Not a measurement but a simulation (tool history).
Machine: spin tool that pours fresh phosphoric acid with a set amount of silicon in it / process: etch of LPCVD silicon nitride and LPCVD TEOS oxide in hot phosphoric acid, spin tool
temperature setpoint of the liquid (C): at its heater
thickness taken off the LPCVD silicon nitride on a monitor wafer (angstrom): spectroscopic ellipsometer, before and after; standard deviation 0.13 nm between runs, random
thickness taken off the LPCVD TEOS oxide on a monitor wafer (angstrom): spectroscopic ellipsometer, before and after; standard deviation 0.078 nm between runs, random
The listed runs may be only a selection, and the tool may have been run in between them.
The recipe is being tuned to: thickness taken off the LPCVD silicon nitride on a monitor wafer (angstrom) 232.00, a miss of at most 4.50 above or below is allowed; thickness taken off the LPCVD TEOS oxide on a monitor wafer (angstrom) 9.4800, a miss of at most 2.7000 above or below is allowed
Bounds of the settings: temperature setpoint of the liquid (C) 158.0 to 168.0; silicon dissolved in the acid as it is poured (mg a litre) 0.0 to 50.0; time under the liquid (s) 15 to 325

run	hour	temperature setpoint of the liquid (C)	silicon dissolved in the acid as it is poured (mg a litre)	time under the liquid (s)	thickness taken off the LPCVD silicon nitride on a monitor wafer (angstrom)	thickness taken off the LPCVD TEOS oxide on a monitor wafer (angstrom)
1	0.0	163.0	29.0	165	191.71	5.3918
2	2.9	163.0	35.0	165	189.27	3.4913
3	7.2	163.0	35.0	215	248.82	5.2183
4	14.5	161.0	35.0	215	235.03	3.8809
5	19.5	161.0	47.0	215	233.44	2.2776
6	25.6	161.0	40.5	215	233.25	3.2987
7	33.2	161.0	35.5	215	232.04	4.0136
8	41.0	161.0	31.5	215	234.85	4.3756
9	49.7	161.0	27.0	215	233.84	6.0744
10	58.0	161.0	25.0	215	233.55	6.3993
11	60.2	161.0	23.0	215	233.61	5.3337

Below are 5 possible settings for the next run. Only one of them brings all results inside the allowed miss of their targets. Which is it?
A	62.4	158.0	35.5	230	?	?
B	62.4	160.5	41.5	215	?	?
C	62.4	162.0	29.5	205	?	?
D	62.4	158.0	37.0	240	?	?
E	62.4	161.5	10.0	210	?	?

move	thickness taken off the LPCVD silicon nitride on a monitor wafer (angstrom)	thickness taken off the LPCVD TEOS oxide on a monitor wafer (angstrom)
A	225.44	3.3039
B	229.26	2.5750
C	229.83	5.1795
D	235.24	3.1824
E	231.54	9.0254
A: lands further from the targets than the last run did
B: lands further from the targets than the last run did
C: roughly where the last run was
D: lands further from the targets than the last run did
E: all results in spec
The move that meets every target is E.
